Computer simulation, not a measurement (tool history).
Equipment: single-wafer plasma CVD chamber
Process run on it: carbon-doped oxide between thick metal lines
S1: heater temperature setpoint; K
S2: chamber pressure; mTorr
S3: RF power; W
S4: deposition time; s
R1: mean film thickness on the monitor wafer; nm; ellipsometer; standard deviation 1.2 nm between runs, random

run 1 hour=0.0 | S1=603.15 S2=5630 S3=470 S4=53.6 | R1=298.82
run 2 hour=6.8 | S1=603.15 S2=5630 S3=470 S4=53.6 | R1=299.70
run 3 hour=14.7 | S1=607.15 S2=5210 S3=460 S4=53.6 | R1=286.73
run 4 hour=21.5 | S1=607.15 S2=5210 S3=460 S4=53.6 | R1=287.16
run 5 hour=26.9 | S1=600.15 S2=5210 S3=460 S4=53.6 | R1=295.67
run 6 hour=33.4 | S1=606.15 S2=5010 S3=460 S4=53.6 | R1=285.67

Predict the results of run 7:
run 7 hour=42.1 | S1=610.15 S2=4880 S3=460 S4=53.6 | R1=?

R1: 281.48 nm
